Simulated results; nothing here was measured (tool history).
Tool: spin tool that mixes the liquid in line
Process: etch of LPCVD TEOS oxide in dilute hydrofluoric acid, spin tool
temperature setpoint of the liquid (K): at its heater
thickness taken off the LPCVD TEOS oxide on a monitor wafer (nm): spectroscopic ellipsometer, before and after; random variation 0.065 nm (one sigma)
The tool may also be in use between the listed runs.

run,hour,temperature setpoint of the liquid (K),parts of water to one part of 49 % hydrofluoric acid (parts by volume),time under the liquid (s),thickness taken off the LPCVD TEOS oxide on a monitor wafer (nm)
1,0,293.15,170,165,13.221
2,2.4,294.15,170,165,13.671
3,5.3,295.15,165,165,14.706
4,11.9,295.15,210,165,11.064
5,14.5,296.15,200,165,12.131
6,22.6,297.15,190,165,13.394

Run 7 has not been measured yet. What should we expect?
7,30.3,297.65,180,165,?

{"run 7": {"thickness taken off the LPCVD TEOS oxide on a monitor wafer (nm)": 14.572}}
